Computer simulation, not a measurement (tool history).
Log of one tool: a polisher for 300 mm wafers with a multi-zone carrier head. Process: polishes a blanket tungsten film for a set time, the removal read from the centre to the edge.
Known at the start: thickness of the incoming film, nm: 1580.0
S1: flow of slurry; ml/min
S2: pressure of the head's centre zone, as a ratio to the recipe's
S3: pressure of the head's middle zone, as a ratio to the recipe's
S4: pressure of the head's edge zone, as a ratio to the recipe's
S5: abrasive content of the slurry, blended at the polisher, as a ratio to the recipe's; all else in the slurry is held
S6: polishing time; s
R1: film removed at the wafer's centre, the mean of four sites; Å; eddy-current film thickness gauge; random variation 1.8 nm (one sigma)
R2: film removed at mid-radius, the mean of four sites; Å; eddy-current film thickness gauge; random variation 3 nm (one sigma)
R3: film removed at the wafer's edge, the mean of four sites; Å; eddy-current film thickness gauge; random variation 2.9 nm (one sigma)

run  hour   S1    S2    S3    S4    S5  S6      R1      R2      R3
  1     0  165     1     1     1     1  81  4122.4  4165.6  4121.6
  2   5.6  165     1     1     1  0.85  81    4004  4094.2  4175.5
  3    14  165     1  1.06     1  0.85  81  3986.1  4198.3  4036.4
  4  19.5  155  0.98  1.02  0.99  0.75  72  3298.9  3462.2  3497.9
  5  23.8  145  0.95  0.99  0.97   0.7  68  3008.7  3097.3  3189.3
  6  29.1  145  0.95  0.92  0.97   0.7  68  3003.6    3003  3198.2
  7  35.1  135  0.92  0.91  0.98  0.65  65  2643.3  2719.9  3081.7
  8  38.6  130  0.89   0.9  0.96   0.6  63  2422.9  2611.1  2844.1

The next listed run, before its measurement:
  9  42.1  125  0.88  0.88  0.95  0.55  62   ?   ?   ?

R1: 2330.6 Å
R2: 2441.1 Å
R3: 2738.2 Å
